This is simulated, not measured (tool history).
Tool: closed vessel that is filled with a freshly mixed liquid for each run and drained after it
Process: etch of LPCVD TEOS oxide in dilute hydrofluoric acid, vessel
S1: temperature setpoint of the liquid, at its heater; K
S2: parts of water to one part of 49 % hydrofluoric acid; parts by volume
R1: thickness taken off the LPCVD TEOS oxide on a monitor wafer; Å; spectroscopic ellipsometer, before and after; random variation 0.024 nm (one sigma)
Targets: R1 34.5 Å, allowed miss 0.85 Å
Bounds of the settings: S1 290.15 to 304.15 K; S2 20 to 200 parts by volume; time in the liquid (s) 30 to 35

Run 1, hour 0: S1 296.15 K, S2 110 parts by volume, time in the liquid (s) 35. Result: R1 57.589 Å.
Run 2, hour 8.4: S1 298.15 K, S2 110 parts by volume, time in the liquid (s) 35. Result: R1 61.844 Å.
Run 3, hour 14.1: S1 298.15 K, S2 110 parts by volume, time in the liquid (s) 30. Result: R1 53.155 Å.
Run 4, hour 17.7: S1 298.15 K, S2 110 parts by volume, time in the liquid (s) 35. Result: R1 61.202 Å.
Run 5, hour 26.6: S1 296.65 K, S2 115 parts by volume, time in the liquid (s) 35. Result: R1 55.855 Å.
Run 6, hour 29.1: S1 296.65 K, S2 140 parts by volume, time in the liquid (s) 35. Result: R1 44.092 Å.
Run 7, hour 33.3: S1 295.65 K, S2 140 parts by volume, time in the liquid (s) 35. Result: R1 42.906 Å.
Run 8, hour 40.5: S1 294.65 K, S2 140 parts by volume, time in the liquid (s) 35. Result: R1 40.869 Å.
Run 9, hour 43.8: S1 294.15 K, S2 140 parts by volume, time in the liquid (s) 35. Result: R1 40.154 Å.

4 next moves are on the table. One of them brings every result within its allowed miss. Which?
Run A, hour 47.1: S1 292.15 K, S2 140 parts by volume, time in the liquid (s) 35. Result: R1 ?.
Run B, hour 47.1: S1 292.65 K, S2 145 parts by volume, time in the liquid (s) 35. Result: R1 ?.
Run C, hour 47.1: S1 290.65 K, S2 105 parts by volume, time in the liquid (s) 35. Result: R1 ?.
Run D, hour 47.1: S1 294.15 K, S2 160 parts by volume, time in the liquid (s) 35. Result: R1 ?.

move      R1
   A  36.924
   B  36.176
   C  48.088
   D  34.219
A: nearer than the last run, and not there yet
B: nearer than the last run, and not there yet
C: further off than the last run
D: meets every target
Move D is the one to make.
